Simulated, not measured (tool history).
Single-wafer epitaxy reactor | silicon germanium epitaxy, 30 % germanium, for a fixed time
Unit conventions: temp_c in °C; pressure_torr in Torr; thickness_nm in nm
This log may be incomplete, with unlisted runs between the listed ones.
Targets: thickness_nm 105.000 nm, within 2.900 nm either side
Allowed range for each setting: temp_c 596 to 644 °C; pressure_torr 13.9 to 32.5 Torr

run 1 day=0.000 | temp_c=620 pressure_torr=23.2 | thickness_nm=91.982
run 2 day=0.058 | temp_c=620 pressure_torr=20.9 | thickness_nm=89.310
run 3 day=0.250 | temp_c=623 pressure_torr=21.0 | thickness_nm=92.913
run 4 day=0.538 | temp_c=614 pressure_torr=21.0 | thickness_nm=81.193
run 5 day=0.621 | temp_c=619 pressure_torr=21.3 | thickness_nm=87.923
run 6 day=0.742 | temp_c=612 pressure_torr=21.3 | thickness_nm=79.060
run 7 day=1.071 | temp_c=618 pressure_torr=21.6 | thickness_nm=87.195
run 8 day=1.158 | temp_c=622 pressure_torr=21.8 | thickness_nm=93.175
run 9 day=1.358 | temp_c=624 pressure_torr=21.9 | thickness_nm=95.893
run 10 day=1.412 | temp_c=626 pressure_torr=22.0 | thickness_nm=98.609
run 11 day=1.542 | temp_c=627 pressure_torr=22.1 | thickness_nm=100.750

Below are 5 possible settings for the next run. Only one of them brings all results inside the allowed miss of their targets. Which is it?
run A day=1.671 | temp_c=627 pressure_torr=20.6 | thickness_nm=?
run B day=1.671 | temp_c=629 pressure_torr=23.0 | thickness_nm=?
run C day=1.671 | temp_c=624 pressure_torr=21.8 | thickness_nm=?
run D day=1.671 | temp_c=626 pressure_torr=21.7 | thickness_nm=?
run E day=1.671 | temp_c=630 pressure_torr=18.1 | thickness_nm=?

move=A thickness_nm=98.225
move=B thickness_nm=105.300
move=C thickness_nm=95.757
move=D thickness_nm=98.553
move=E thickness_nm=98.205
A: lands further from the targets than the last run did
B: all results in spec
C: lands further from the targets than the last run did
D: lands further from the targets than the last run did
E: lands further from the targets than the last run did
So the answer is move B, the one that meets all the targets.

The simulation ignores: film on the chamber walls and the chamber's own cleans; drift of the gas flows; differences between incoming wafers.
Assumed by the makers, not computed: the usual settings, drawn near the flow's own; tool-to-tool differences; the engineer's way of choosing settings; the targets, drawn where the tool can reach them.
